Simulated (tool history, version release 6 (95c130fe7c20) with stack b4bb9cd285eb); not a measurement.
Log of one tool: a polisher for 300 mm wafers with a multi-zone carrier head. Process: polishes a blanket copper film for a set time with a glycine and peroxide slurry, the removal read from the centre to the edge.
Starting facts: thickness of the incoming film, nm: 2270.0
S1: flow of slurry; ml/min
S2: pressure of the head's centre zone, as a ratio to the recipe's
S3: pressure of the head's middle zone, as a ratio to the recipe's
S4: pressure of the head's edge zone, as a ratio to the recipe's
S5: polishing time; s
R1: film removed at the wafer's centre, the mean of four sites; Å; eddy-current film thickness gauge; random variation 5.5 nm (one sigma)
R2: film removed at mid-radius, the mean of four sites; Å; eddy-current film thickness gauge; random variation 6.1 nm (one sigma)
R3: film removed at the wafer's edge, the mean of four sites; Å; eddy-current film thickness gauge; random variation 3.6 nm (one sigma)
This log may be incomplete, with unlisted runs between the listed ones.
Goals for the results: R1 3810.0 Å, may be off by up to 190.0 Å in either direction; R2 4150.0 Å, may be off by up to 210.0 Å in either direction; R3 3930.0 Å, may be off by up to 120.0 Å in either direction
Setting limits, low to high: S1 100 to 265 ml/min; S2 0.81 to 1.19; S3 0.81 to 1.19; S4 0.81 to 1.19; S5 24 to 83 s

run,hour,S1,S2,S3,S4,S5,R1,R2,R3
1,0.0,170,1.00,1.00,1.00,53,3081.9,2880.1,3006.6
2,7.2,175,1.00,1.03,1.02,55,3137.1,3077.0,3148.6
3,8.5,150,1.00,1.03,1.02,55,3045.1,3062.2,3115.1
4,9.4,155,1.01,1.05,1.04,57,3356.8,3291.0,3231.3
5,14.4,160,1.00,1.06,1.06,59,3288.2,3428.3,3419.9
6,18.9,165,1.01,1.08,1.08,60,3503.5,3585.6,3525.2
7,24.4,215,0.95,1.16,1.18,63,3531.8,4112.6,4020.7
8,33.2,215,0.95,1.16,1.18,63,3576.3,3981.2,4000.1
9,34.6,215,0.96,1.17,1.17,63,3531.7,4082.6,3877.9

Which single option among these 5 for the next run brings every result within its allowed miss of target? Just one does.
A,36.0,185,0.89,1.08,1.19,63,?,?,?
B,36.0,245,0.89,1.15,1.15,62,?,?,?
C,36.0,180,1.01,1.17,1.17,65,?,?,?
D,36.0,145,1.01,1.14,1.17,60,?,?,?
E,36.0,245,0.90,1.15,1.17,63,?,?,?

move,R1,R2,R3
A,3218.9,3705.1,3944.7
B,3277.0,3964.8,3896.7
C,3762.0,4079.6,4020.7
D,3373.3,3589.5,3644.5
E,3367.6,4028.4,3994.4
A: its largest miss is bigger than the last run's
B: its largest miss is bigger than the last run's
C: each result inside its tolerance
D: its largest miss is bigger than the last run's
E: its largest miss is bigger than the last run's
Correct choice: C, which meets every target

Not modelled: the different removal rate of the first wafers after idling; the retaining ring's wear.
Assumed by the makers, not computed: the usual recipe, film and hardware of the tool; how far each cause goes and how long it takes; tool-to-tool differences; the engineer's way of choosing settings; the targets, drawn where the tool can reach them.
